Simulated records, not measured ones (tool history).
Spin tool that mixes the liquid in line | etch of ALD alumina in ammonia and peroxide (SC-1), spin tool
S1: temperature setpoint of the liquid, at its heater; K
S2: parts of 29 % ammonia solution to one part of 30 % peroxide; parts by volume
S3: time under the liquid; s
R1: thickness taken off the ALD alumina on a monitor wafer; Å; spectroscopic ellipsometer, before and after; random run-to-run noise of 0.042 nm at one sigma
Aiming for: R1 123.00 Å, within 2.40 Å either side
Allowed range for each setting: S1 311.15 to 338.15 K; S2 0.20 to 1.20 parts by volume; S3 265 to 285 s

run,hour,S1,S2,S3,R1
1,0.0,322.15,0.75,265,172.78
2,8.5,327.65,0.75,265,232.52
3,16.3,327.65,0.85,265,235.74
4,19.3,327.65,0.85,265,234.75
5,22.3,327.65,0.60,265,227.03
6,29.9,321.65,0.60,265,164.88
7,34.0,320.15,0.60,265,150.66
8,42.0,319.15,0.60,265,143.10
9,45.7,319.15,0.60,265,144.10
10,54.0,318.15,0.60,265,135.51
11,55.6,317.65,0.60,265,131.44
12,59.4,317.15,0.60,265,127.87

Pick the move, out of 4, that brings all results within their allowed miss; only one does.
A,63.2,316.65,0.60,265,?
B,63.2,316.65,0.85,265,?
C,63.2,316.65,1.15,265,?
D,63.2,316.15,0.55,285,?

move,R1
A,123.48
B,127.64
C,131.37
D,127.96
A: all results in spec
B: roughly where the last run was
C: its largest miss is bigger than the last run's
D: roughly where the last run was
A meets every target.
